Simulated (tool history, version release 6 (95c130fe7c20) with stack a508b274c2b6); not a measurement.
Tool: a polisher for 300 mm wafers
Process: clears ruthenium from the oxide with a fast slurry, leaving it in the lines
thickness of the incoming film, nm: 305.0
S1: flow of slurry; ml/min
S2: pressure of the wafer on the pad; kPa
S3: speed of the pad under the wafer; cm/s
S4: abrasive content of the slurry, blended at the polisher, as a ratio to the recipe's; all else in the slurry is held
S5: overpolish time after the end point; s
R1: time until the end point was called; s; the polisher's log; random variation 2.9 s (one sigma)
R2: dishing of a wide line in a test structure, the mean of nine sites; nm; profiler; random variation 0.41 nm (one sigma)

run	hour	S1	S2	S3	S4	S5	R1	R2
1	0.0	290	13.1	88	1.00	24	156.87	35.419
2	0.6	290	13.1	88	1.15	24	147.20	37.143
3	5.9	290	13.1	88	0.95	24	161.60	34.604
4	11.1	290	13.1	88	0.95	29	159.78	40.778
5	17.5	290	11.0	86	0.95	28	184.24	35.179
6	21.0	290	11.0	86	0.95	34	182.54	40.502

Forecast run 7:
7	23.4	290	11.0	86	0.95	34	?	?

R1: 184.85 s
R2: 39.595 nm
